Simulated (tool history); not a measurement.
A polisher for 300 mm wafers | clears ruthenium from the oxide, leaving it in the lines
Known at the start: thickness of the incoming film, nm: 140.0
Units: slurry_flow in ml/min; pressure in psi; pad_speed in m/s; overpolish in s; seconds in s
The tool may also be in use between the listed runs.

Run 1, hour 0: slurry_flow 235 ml/min, pressure 2.3 psi, pad_speed 1.14 m/s, overpolish 4 s. Result: seconds 120.1 s.
Run 2, hour 4.1: slurry_flow 235 ml/min, pressure 2.5 psi, pad_speed 1.14 m/s, overpolish 4 s. Result: seconds 110.8 s.
Run 3, hour 7.4: slurry_flow 285 ml/min, pressure 2.5 psi, pad_speed 1.14 m/s, overpolish 4 s. Result: seconds 109.3 s.
Run 4, hour 10.1: slurry_flow 285 ml/min, pressure 2.1 psi, pad_speed 1.14 m/s, overpolish 4 s. Result: seconds 126 s.
Run 5, hour 14.7: slurry_flow 240 ml/min, pressure 2.1 psi, pad_speed 1.14 m/s, overpolish 4 s. Result: seconds 128.84 s.
Run 6, hour 22.3: slurry_flow 240 ml/min, pressure 2.4 psi, pad_speed 1.14 m/s, overpolish 4 s. Result: seconds 114.02 s.
Run 7, hour 28.8: slurry_flow 240 ml/min, pressure 2.6 psi, pad_speed 1.14 m/s, overpolish 4 s. Result: seconds 108.62 s.
Run 8, hour 31.2: slurry_flow 240 ml/min, pressure 2.8 psi, pad_speed 1.14 m/s, overpolish 4 s. Result: seconds 100.69 s.
Run 9, hour 35.5: slurry_flow 240 ml/min, pressure 2.9 psi, pad_speed 1.14 m/s, overpolish 4 s. Result: seconds 99.764 s.

Run 10 comes next. What will it give?
Run 10, hour 39.1: slurry_flow 240 ml/min, pressure 3 psi, pad_speed 1.14 m/s, overpolish 4 s. Result: seconds ?.

Run 10 gave seconds 97.002 s.

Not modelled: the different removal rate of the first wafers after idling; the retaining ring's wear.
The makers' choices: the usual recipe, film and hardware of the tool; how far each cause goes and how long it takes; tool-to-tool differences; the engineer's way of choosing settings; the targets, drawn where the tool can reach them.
